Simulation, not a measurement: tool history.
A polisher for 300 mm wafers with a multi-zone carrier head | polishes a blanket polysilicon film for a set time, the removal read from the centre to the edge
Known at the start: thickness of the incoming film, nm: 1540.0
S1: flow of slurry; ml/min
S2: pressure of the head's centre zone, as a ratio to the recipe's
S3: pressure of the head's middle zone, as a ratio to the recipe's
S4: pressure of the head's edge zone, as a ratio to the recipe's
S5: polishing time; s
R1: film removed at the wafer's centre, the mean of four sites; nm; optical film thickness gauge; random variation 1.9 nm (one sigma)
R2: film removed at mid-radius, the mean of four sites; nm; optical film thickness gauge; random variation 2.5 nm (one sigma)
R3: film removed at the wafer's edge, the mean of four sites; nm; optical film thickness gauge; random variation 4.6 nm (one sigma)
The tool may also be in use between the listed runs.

run,hour,S1,S2,S3,S4,S5,R1,R2,R3
1,0.0,255,1.00,1.00,1.00,31,207.74,205.73,203.81
2,2.1,255,1.00,0.99,1.02,33,221.69,215.52,221.88
3,8.5,255,1.00,0.99,1.04,34,229.74,221.41,231.55
4,14.6,255,1.00,1.00,1.06,35,231.42,227.67,238.44
5,17.6,255,1.00,1.00,1.07,36,241.30,239.15,247.51
6,25.3,255,1.04,1.00,1.07,36,251.42,240.64,248.48

Forecast run 7:
7,32.1,255,1.04,1.00,1.08,37,?,?,?

R1: 254.52 nm
R2: 240.90 nm
R3: 253.36 nm
